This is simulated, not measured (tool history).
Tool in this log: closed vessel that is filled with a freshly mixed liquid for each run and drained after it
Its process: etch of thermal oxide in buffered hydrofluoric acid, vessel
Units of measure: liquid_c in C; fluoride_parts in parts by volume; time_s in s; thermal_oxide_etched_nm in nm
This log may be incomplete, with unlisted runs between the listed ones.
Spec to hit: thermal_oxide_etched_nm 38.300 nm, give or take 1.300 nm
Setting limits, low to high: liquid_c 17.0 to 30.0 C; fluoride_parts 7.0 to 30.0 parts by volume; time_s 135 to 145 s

Run 1, day 0.000: liquid_c 22.0 C, fluoride_parts 20.0 parts by volume, time_s 135 s. Result: thermal_oxide_etched_nm 66.550 nm.
Run 2, day 0.379: liquid_c 22.0 C, fluoride_parts 20.0 parts by volume, time_s 135 s. Result: thermal_oxide_etched_nm 67.500 nm.
Run 3, day 0.533: liquid_c 23.5 C, fluoride_parts 20.0 parts by volume, time_s 135 s. Result: thermal_oxide_etched_nm 73.914 nm.
Run 4, day 0.571: liquid_c 23.5 C, fluoride_parts 16.0 parts by volume, time_s 135 s. Result: thermal_oxide_etched_nm 92.806 nm.
Run 5, day 0.833: liquid_c 22.5 C, fluoride_parts 17.5 parts by volume, time_s 135 s. Result: thermal_oxide_etched_nm 78.766 nm.
Run 6, day 0.996: liquid_c 19.0 C, fluoride_parts 17.5 parts by volume, time_s 135 s. Result: thermal_oxide_etched_nm 65.008 nm.
Run 7, day 1.304: liquid_c 17.0 C, fluoride_parts 24.0 parts by volume, time_s 135 s. Result: thermal_oxide_etched_nm 44.769 nm.
Run 8, day 1.425: liquid_c 17.0 C, fluoride_parts 24.5 parts by volume, time_s 135 s. Result: thermal_oxide_etched_nm 43.427 nm.
Run 9, day 1.492: liquid_c 17.0 C, fluoride_parts 25.0 parts by volume, time_s 135 s. Result: thermal_oxide_etched_nm 44.573 nm.
Run 10, day 1.783: liquid_c 17.0 C, fluoride_parts 25.5 parts by volume, time_s 135 s. Result: thermal_oxide_etched_nm 43.339 nm.
Run 11, day 1.829: liquid_c 17.0 C, fluoride_parts 26.0 parts by volume, time_s 135 s. Result: thermal_oxide_etched_nm 41.640 nm.
Run 12, day 1.908: liquid_c 17.0 C, fluoride_parts 26.5 parts by volume, time_s 135 s. Result: thermal_oxide_etched_nm 41.827 nm.

Pick the move, out of 4, that brings all results within their allowed miss; only one does.
Run A, day 1.988: liquid_c 17.0 C, fluoride_parts 29.5 parts by volume, time_s 145 s. Result: thermal_oxide_etched_nm ?.
Run B, day 1.988: liquid_c 18.0 C, fluoride_parts 26.5 parts by volume, time_s 135 s. Result: thermal_oxide_etched_nm ?.
Run C, day 1.988: liquid_c 17.0 C, fluoride_parts 27.5 parts by volume, time_s 140 s. Result: thermal_oxide_etched_nm ?.
Run D, day 1.988: liquid_c 17.0 C, fluoride_parts 29.5 parts by volume, time_s 135 s. Result: thermal_oxide_etched_nm ?.

move  thermal_oxide_etched_nm
   A                   41.632
   B                   44.211
   C                   42.202
   D                   38.761
A: nearer the targets than the last run, but a result is still out of spec
B: lands further from the targets than the last run did
C: lands further from the targets than the last run did
D: all results land within tolerance of their targets
Answer: D
